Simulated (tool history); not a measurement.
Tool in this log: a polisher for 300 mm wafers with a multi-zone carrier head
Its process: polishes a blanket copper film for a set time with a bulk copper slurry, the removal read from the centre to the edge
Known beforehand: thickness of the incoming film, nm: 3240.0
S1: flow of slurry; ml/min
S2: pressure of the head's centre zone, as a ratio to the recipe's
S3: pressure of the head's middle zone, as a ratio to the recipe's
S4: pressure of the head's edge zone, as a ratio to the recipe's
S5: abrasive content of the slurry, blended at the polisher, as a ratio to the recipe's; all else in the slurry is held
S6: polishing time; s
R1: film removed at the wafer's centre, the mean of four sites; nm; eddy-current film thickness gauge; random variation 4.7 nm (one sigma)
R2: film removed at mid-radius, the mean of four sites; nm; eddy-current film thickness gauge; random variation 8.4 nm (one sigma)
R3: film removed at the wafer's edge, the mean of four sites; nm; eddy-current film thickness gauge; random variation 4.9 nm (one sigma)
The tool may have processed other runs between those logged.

run  hour   S1    S2    S3    S4    S5  S6      R1      R2      R3
  1     0  215     1     1     1     1  86  797.86  805.95  753.42
  2   5.1  215  0.94     1     1     1  86  744.58   808.7  775.91
  3  10.4  205  0.92  1.02  0.96   0.9  85  683.75  789.98  716.84
  4  13.2  195   0.9  1.02  0.93  0.85  85  671.86  767.45  690.74
  5  14.7  195   0.9  0.94  0.93  0.85  85  673.04  713.56  697.65
  6    16  195   0.9  0.94  0.93   0.7  85  644.22  696.58   675.3
  7  20.9  185  0.88  0.96  0.92   0.7  85  621.16   700.7  665.81
  8  22.9  175  0.86  0.98  0.91   0.7  85  611.93  706.51     664

What will run 9 give?
  9  31.7  175  0.85   1  0.9  0.65  85   ?   ?   ?

{"run 9": {"R1": 582.89, "R2": 720.73, "R3": 639.74}}

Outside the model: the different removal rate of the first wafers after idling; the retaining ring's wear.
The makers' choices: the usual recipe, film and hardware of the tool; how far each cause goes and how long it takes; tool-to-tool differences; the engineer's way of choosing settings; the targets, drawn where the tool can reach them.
